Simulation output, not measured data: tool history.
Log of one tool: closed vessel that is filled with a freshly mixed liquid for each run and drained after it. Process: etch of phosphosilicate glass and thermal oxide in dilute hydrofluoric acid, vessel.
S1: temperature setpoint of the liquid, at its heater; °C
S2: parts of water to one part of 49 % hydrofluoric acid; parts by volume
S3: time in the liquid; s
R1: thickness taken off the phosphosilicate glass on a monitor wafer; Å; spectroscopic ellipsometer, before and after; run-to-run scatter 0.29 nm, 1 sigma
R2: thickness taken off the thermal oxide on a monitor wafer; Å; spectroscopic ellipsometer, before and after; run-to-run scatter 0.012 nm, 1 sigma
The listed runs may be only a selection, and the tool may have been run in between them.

| run | hour | S1 | S2 | S3 | R1 | R2 |
|---|---|---|---|---|---|---|
| 1 | 0.0 | 21.0 | 130 | 60 | 743.95 | 16.2820 |
| 2 | 5.9 | 20.0 | 145 | 60 | 640.48 | 14.4150 |
| 3 | 15.1 | 20.0 | 110 | 60 | 874.07 | 19.6810 |
| 4 | 18.7 | 19.5 | 135 | 60 | 671.33 | 15.0520 |
| 5 | 27.1 | 19.0 | 150 | 60 | 583.89 | 12.9030 |
| 6 | 36.0 | 18.5 | 160 | 60 | 533.46 | 11.8460 |
| 7 | 42.7 | 18.0 | 170 | 60 | 484.48 | 11.2690 |
| 8 | 44.1 | 19.0 | 185 | 60 | 454.48 | 9.8765 |
| 9 | 47.9 | 18.5 | 190 | 60 | 432.26 | 9.9236 |
| 10 | 50.9 | 18.5 | 200 | 60 | 414.44 | 9.0704 |
| 11 | 53.5 | 18.0 | 205 | 60 | 392.84 | 8.9160 |
| 12 | 56.1 | 18.0 | 210 | 60 | 381.35 | 8.2251 |
| 13 | 63.7 | 17.5 | 215 | 60 | 363.56 | 8.1844 |
| 14 | 71.4 | 17.5 | 220 | 60 | 346.44 | 7.5747 |

Predict the results of run 15:
| 15 | 77.2 | 17.0 | 220 | 60 | ? | ? |

{"run 15": {"R1": 343.92, "R2": 7.626}}

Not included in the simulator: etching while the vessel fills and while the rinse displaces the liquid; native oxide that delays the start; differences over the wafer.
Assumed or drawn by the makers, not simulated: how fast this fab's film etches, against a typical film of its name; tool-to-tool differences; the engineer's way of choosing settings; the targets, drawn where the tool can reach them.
